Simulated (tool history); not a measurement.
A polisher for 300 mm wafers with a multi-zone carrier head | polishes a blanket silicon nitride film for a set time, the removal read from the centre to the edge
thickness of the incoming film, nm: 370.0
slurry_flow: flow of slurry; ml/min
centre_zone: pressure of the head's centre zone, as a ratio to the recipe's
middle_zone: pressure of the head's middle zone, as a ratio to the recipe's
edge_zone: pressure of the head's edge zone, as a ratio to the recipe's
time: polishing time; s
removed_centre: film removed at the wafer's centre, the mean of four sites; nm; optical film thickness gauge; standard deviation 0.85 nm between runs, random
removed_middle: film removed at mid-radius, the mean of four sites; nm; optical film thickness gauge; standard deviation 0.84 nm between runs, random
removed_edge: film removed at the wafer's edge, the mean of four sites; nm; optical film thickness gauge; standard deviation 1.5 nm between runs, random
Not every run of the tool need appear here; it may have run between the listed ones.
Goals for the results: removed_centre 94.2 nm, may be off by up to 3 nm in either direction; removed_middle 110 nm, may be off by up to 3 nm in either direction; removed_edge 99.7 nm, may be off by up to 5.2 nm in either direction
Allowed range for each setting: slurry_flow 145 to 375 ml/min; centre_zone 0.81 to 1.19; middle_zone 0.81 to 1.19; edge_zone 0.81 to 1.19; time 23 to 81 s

run  hour  slurry_flow  centre_zone  middle_zone  edge_zone  time  removed_centre  removed_middle  removed_edge
  1     0          240            1            1          1    52          109.53          109.22        110.72
  2   6.3          240            1         1.08          1    52          109.02          113.85        113.91
  3  14.6          240            1            1          1    52          108.97          107.62        112.28
  4  19.1          235         0.98         1.02       0.96    52          106.31          107.58        108.05
  5  21.7          235         0.93         1.02       0.96    52          102.02          109.31        109.06
  6  23.3          195         0.93         1.02       0.96    52           100.8          104.78           107
  7  30.9          205         0.91         1.03       0.93    52          98.033             108        104.94
  8  39.6          205          0.9         1.03       0.91    52          98.329          108.42        105.17
  9  40.7          205         0.89         1.04       0.89    52          97.003          108.63        101.25

Below are 4 possible settings for the next run. Only one of them brings all results inside the allowed miss of their targets. Which is it?
  A  41.8          210         1.03         1.04       0.81    50               ?               ?             ?
  B  41.8          215         0.87         1.05       0.88    49               ?               ?             ?
  C  41.8          245         0.84         1.14       0.82    48               ?               ?             ?
  D  41.8          190         0.88         1.09       0.85    51               ?               ?             ?

move  removed_centre  removed_middle  removed_edge
   A          105.62          105.42        93.681
   B          91.844          104.59         95.22
   C          89.611          111.97        91.744
   D          94.257          110.15        96.194
A: its largest miss is bigger than the last run's
B: brings the last run's worst result on target, with another outside its allowed miss
C: takes the result that was furthest off past its target
D: all results in spec
Move D is the one to make.
